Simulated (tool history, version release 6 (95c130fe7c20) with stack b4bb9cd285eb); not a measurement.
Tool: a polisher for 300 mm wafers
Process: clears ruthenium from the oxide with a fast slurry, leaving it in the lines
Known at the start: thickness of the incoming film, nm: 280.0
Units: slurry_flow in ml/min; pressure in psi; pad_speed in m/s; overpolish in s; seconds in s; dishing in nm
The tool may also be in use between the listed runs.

run	hour	slurry_flow	pressure	pad_speed	slurry_solids	overpolish	seconds	dishing
1	0	175	3	0.92	1	16	63.141	59.114
2	1.4	175	3.4	0.92	1	16	55.561	67.645
3	4.1	175	3.4	0.92	1	22	55.644	79.956
4	5.6	175	3	0.86	1	19	66.323	66.397
5	7.2	175	3	0.94	1	19	62.256	72.427
6	8.2	175	2.9	0.84	0.95	17	72.499	58.352
7	10.4	165	2.7	0.76	1	15	82.065	45.774
8	18.9	160	1.9	0.5	1.05	7	167.35	12.507
9	24.9	160	1.9	0.5	1.05	8	166.96	14.279
10	27.9	180	2.2	0.5	1.05	10	143.58	19.837
11	33.4	175	2.2	0.5	1.05	10	144.33	20.319
12	35.9	175	2.2	0.5	1.05	10	143.84	20.431

The next listed run, before its measurement:
13	38.9	170	2.2	0.5	1.05	10	?	?

Run 13 gave seconds 147.21 s, dishing 20.665 nm.

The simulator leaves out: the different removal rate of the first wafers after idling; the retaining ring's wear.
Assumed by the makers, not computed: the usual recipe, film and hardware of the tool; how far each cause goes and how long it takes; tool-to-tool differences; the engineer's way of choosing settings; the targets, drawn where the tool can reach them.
